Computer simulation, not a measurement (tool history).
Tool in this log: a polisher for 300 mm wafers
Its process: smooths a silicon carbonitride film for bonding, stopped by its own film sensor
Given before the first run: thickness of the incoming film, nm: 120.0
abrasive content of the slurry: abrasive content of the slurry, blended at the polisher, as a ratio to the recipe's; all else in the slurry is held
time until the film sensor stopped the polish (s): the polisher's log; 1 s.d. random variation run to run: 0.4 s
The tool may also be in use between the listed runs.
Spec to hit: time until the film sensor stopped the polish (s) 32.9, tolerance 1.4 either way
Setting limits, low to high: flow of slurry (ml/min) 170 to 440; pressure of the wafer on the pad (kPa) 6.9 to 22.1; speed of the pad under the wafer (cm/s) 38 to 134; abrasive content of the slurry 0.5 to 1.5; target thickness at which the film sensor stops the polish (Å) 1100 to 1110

run,hour,flow of slurry (ml/min),pressure of the wafer on the pad (kPa),speed of the pad under the wafer (cm/s),abrasive content of the slurry,target thickness at which the film sensor stops the polish (Å),time until the film sensor stopped the polish (s)
1,0,280,14.5,86,1,1100,44.95
2,7.8,280,15.2,86,1,1100,42.901
3,8.8,280,13.1,86,1,1100,50.092
4,17,210,13.1,86,1,1100,51.232
5,19.5,210,11,86,1,1100,60.131
6,20.3,170,11,86,1,1100,62.331
7,28,180,12.4,86,1,1100,55.245
8,34.4,180,13.8,86,1,1100,49.301
9,39.7,180,14.5,86,1,1100,46.741
10,41,180,15.2,86,1,1100,44.396
11,46.8,180,15.9,86,1,1100,42.881
12,53.5,180,16.5,86,1,1100,41.299
13,62.5,185,17.2,86,1,1100,39.115
14,67,185,17.9,86,1,1100,39.328
15,68.6,185,18.6,86,1,1100,37.391
16,76.6,185,19.3,86,1,1100,35.996

Of the 4 settings listed for the next run, only one would bring every result within its allowed miss of target. Which one?
A,84.6,185,20,94,1.15,1100,?
B,84.6,175,18.6,88,1.05,1110,?
C,84.6,170,18.6,88,0.85,1100,?
D,84.6,170,19.3,84,0.95,1100,?

move,time until the film sensor stopped the polish (s)
A,30.491
B,32.336
C,39.042
D,37.516
A: takes the biggest miss from the last run beyond its target
B: in spec on every target
C: lands further from the targets than the last run did
D: lands further from the targets than the last run did
The right move is B.
